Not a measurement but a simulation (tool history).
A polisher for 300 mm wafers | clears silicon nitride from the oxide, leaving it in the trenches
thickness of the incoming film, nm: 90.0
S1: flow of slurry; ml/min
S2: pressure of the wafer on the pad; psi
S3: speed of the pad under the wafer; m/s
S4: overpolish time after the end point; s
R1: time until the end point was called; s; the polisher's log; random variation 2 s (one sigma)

{"run": 1, "hour": 0.0, "S1": 315, "S2": 3.4, "S3": 0.96, "S4": 32, "R1": 71.139}
{"run": 2, "hour": 3.8, "S1": 315, "S2": 3.4, "S3": 0.96, "S4": 35, "R1": 69.391}
{"run": 3, "hour": 12.6, "S1": 315, "S2": 3.4, "S3": 1.14, "S4": 35, "R1": 63.953}
{"run": 4, "hour": 15.1, "S1": 315, "S2": 3.4, "S3": 1.14, "S4": 35, "R1": 61.221}
{"run": 5, "hour": 20.4, "S1": 315, "S2": 3.2, "S3": 1.12, "S4": 35, "R1": 65.727}
{"run": 6, "hour": 21.8, "S1": 315, "S2": 4, "S3": 1.12, "S4": 35, "R1": 53.13}
{"run": 7, "hour": 29.0, "S1": 315, "S2": 3.7, "S3": 1.1, "S4": 35, "R1": 58.317}
{"run": 8, "hour": 35.1, "S1": 310, "S2": 2.7, "S3": 0.9, "S4": 35, "R1": 95.459}

Run 9 comes next. What will it give?
{"run": 9, "hour": 38.6, "S1": 310, "S2": 1.9, "S3": 0.86, "S4": 35, "R1": "?"}

Run 9 gave R1 133.65 s.
